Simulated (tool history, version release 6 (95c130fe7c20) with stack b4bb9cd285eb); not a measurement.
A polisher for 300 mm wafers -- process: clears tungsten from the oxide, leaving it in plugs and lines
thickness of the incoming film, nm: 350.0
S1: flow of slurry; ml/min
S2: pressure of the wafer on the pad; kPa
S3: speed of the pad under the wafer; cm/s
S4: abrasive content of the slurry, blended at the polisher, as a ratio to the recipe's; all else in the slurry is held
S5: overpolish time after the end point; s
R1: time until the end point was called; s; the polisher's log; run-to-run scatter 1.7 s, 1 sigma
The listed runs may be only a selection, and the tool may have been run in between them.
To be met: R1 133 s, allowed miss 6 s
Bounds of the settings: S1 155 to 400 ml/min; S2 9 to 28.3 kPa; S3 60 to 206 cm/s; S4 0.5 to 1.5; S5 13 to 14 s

{"run": 1, "hour": 0.0, "S1": 255, "S2": 18.6, "S3": 132, "S4": 1, "S5": 13, "R1": 91.332}
{"run": 2, "hour": 6.7, "S1": 255, "S2": 18.6, "S3": 132, "S4": 1.15, "S5": 13, "R1": 89.692}
{"run": 3, "hour": 13.1, "S1": 255, "S2": 16.5, "S3": 130, "S4": 1.15, "S5": 13, "R1": 100.32}
{"run": 4, "hour": 20.1, "S1": 255, "S2": 15.2, "S3": 128, "S4": 1.15, "S5": 13, "R1": 112.05}
{"run": 5, "hour": 22.6, "S1": 300, "S2": 15.2, "S3": 128, "S4": 1.15, "S5": 13, "R1": 107.47}
{"run": 6, "hour": 26.1, "S1": 300, "S2": 19.3, "S3": 128, "S4": 1.15, "S5": 13, "R1": 87.05}
{"run": 7, "hour": 34.1, "S1": 300, "S2": 17.2, "S3": 126, "S4": 1.15, "S5": 13, "R1": 99.409}
{"run": 8, "hour": 35.1, "S1": 300, "S2": 15.9, "S3": 126, "S4": 1.15, "S5": 13, "R1": 107.19}
{"run": 9, "hour": 41.7, "S1": 300, "S2": 14.5, "S3": 126, "S4": 1.15, "S5": 13, "R1": 115.84}
{"run": 10, "hour": 45.4, "S1": 300, "S2": 13.8, "S3": 126, "S4": 1.15, "S5": 13, "R1": 118.96}
{"run": 11, "hour": 48.1, "S1": 300, "S2": 13.1, "S3": 126, "S4": 1.15, "S5": 13, "R1": 126.93}

Exactly one of the 5 candidate moves below puts every result within its allowed miss. Which one?
{"run": "A", "hour": 50.8, "S1": 335, "S2": 13.8, "S3": 126, "S4": 1.3, "S5": 13, "R1": "?"}
{"run": "B", "hour": 50.8, "S1": 310, "S2": 11.7, "S3": 142, "S4": 1.1, "S5": 14, "R1": "?"}
{"run": "C", "hour": 50.8, "S1": 325, "S2": 13.8, "S3": 128, "S4": 1.15, "S5": 14, "R1": "?"}
{"run": "D", "hour": 50.8, "S1": 320, "S2": 11, "S3": 136, "S4": 1.2, "S5": 13, "R1": "?"}
{"run": "E", "hour": 50.8, "S1": 250, "S2": 11.7, "S3": 144, "S4": 1.2, "S5": 13, "R1": "?"}

move=A R1=112.51
move=B R1=119.21
move=C R1=114.12
move=D R1=127.69
move=E R1=116.87
A: the biggest miss grows against the last run
B: the biggest miss grows against the last run
C: the biggest miss grows against the last run
D: all results in spec
E: the biggest miss grows against the last run
So the answer is move D, the one that meets all the targets.
